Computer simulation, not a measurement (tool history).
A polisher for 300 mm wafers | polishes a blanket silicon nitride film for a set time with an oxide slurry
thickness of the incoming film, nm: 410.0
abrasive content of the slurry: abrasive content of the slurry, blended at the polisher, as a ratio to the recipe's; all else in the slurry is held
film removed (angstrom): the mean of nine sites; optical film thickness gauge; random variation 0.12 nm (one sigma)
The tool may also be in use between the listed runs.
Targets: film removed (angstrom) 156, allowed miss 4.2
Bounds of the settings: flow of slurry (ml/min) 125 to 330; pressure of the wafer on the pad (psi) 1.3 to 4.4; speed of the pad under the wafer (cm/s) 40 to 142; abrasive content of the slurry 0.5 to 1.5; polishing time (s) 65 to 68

run    day  flow of slurry (ml/min)  pressure of the wafer on the pad (psi)  speed of the pad under the wafer (cm/s)  abrasive content of the slurry  polishing time (s)  film removed (angstrom)
  1      0                      210                                     2.8                                       90                               1                  65                   330.31
  2  0.171                      210                                     2.2                                       90                               1                  65                   261.31
  3  0.404                      210                                     2.2                                      112                               1                  65                   303.84
  4  0.483                      205                                     1.9                                       98                               1                  65                   243.02
  5  0.575                      205                                     1.9                                       98                             0.8                  65                    220.9
  6  0.675                      205                                     1.9                                       98                             0.8                  65                   219.73
  7  1.012                      200                                     1.7                                       94                             0.8                  65                   192.35
  8  1.162                      185                                     1.6                                       94                             0.8                  65                   179.13
  9  1.504                      170                                     1.6                                       94                             0.8                  65                   177.61
 10  1.542                      160                                     1.5                                       94                             0.8                  65                   165.05
 11  1.796                      150                                     1.5                                       94                             0.8                  65                   165.96
 12    1.9                      145                                     1.5                                       94                             0.8                  65                   161.65
 13  2.217                      140                                     1.5                                       94                             0.8                  65                   164.75
 14  2.379                      135                                     1.5                                       94                             0.8                  65                    162.2
 15  2.462                      130                                     1.5                                       94                             0.8                  65                   161.33
 16  2.529                      125                                     1.4                                       94                             0.8                  65                   148.48
 17   2.65                      130                                     1.4                                       94                             0.8                  65                   147.79

Which of these 4 next moves meets every target?
  A  2.771                      135                                     1.7                                      100                             0.5                  68                        ?
  B  2.771                      150                                     1.3                                       92                             0.8                  68                        ?
  C  2.771                      125                                     1.4                                       98                             0.7                  65                        ?
  D  2.771                      145                                     1.8                                       74                             0.7                  65                        ?

move  film removed (angstrom)
   A                   162.61
   B                   147.72
   C                   145.81
   D                   154.79
A: takes the result that was furthest off past its target
B: as far off as the last run
C: further off than the last run
D: meets every target
Move D is the one to make.

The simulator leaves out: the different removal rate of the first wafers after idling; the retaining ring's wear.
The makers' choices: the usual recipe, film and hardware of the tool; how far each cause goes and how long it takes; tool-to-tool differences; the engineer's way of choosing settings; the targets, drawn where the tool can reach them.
